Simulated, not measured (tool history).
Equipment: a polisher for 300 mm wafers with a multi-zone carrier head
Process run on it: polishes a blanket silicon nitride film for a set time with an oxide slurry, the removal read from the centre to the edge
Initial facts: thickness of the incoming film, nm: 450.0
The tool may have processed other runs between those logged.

| run | hour | flow of slurry (ml/min) | pressure of the head's centre zone | pressure of the head's middle zone | pressure of the head's edge zone | abrasive content of the slurry | polishing time (s) | film removed at the wafer's centre (Å) | film removed at mid-radius (Å) | film removed at the wafer's edge (Å) |
|---|---|---|---|---|---|---|---|---|---|---|
| 1 | 0.0 | 300 | 1.00 | 1.00 | 1.00 | 1.00 | 79 | 322.96 | 321.13 | 324.51 |
| 2 | 3.4 | 300 | 0.96 | 1.00 | 1.00 | 1.00 | 79 | 312.42 | 317.35 | 318.28 |
| 3 | 10.0 | 300 | 0.96 | 0.94 | 1.00 | 1.00 | 79 | 309.38 | 305.31 | 325.11 |
| 4 | 11.5 | 235 | 0.96 | 0.94 | 1.00 | 1.00 | 79 | 298.77 | 297.05 | 312.80 |
| 5 | 16.5 | 270 | 1.00 | 0.95 | 1.04 | 1.10 | 79 | 332.27 | 321.23 | 346.12 |
| 6 | 21.3 | 295 | 1.04 | 0.96 | 1.07 | 1.15 | 79 | 365.74 | 333.73 | 363.54 |
| 7 | 25.8 | 295 | 1.04 | 0.96 | 1.07 | 1.15 | 79 | 360.58 | 331.75 | 355.31 |
| 8 | 29.8 | 305 | 1.05 | 0.95 | 1.09 | 1.25 | 80 | 379.13 | 348.78 | 383.67 |
| 9 | 38.6 | 310 | 1.07 | 0.95 | 1.11 | 1.30 | 80 | 400.34 | 354.88 | 399.38 |
| 10 | 44.4 | 310 | 1.07 | 0.95 | 1.11 | 1.30 | 80 | 399.88 | 357.31 | 395.41 |
| 11 | 49.6 | 310 | 1.08 | 0.95 | 1.13 | 1.35 | 81 | 419.44 | 362.64 | 419.32 |

What will run 12 give?
| 12 | 58.0 | 315 | 1.09 | 0.96 | 1.14 | 1.40 | 81 | ? | ? | ? |

film removed at the wafer's centre (Å): 421.89
film removed at mid-radius (Å): 376.41
film removed at the wafer's edge (Å): 411.14
